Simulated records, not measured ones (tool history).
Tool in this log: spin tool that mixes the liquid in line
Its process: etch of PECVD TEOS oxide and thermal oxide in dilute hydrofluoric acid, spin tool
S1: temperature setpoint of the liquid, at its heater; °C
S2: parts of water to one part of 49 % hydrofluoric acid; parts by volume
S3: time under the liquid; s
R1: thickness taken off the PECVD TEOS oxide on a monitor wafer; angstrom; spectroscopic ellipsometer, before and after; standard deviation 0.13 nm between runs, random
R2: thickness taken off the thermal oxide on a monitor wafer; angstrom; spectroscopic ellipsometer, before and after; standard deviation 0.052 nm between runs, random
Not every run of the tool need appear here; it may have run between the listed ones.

run    day    S1   S2  S3      R1      R2
  1      0    23  135  70  98.442  21.588
  2  0.175    25  130  70  111.25  23.958
  3  0.317    26  120  70  125.15  28.164
  4  0.546  26.5  115  70  135.35  28.969
  5  0.658    25  115  70  127.34  27.571
  6    0.8  26.5  115  70  134.39  29.607

Run 7 has not been measured yet. What should we expect?
  7  0.875  27.5  115  70   ?   ?

{"run 7": {"R1": 140.57, "R2": 31.199}}

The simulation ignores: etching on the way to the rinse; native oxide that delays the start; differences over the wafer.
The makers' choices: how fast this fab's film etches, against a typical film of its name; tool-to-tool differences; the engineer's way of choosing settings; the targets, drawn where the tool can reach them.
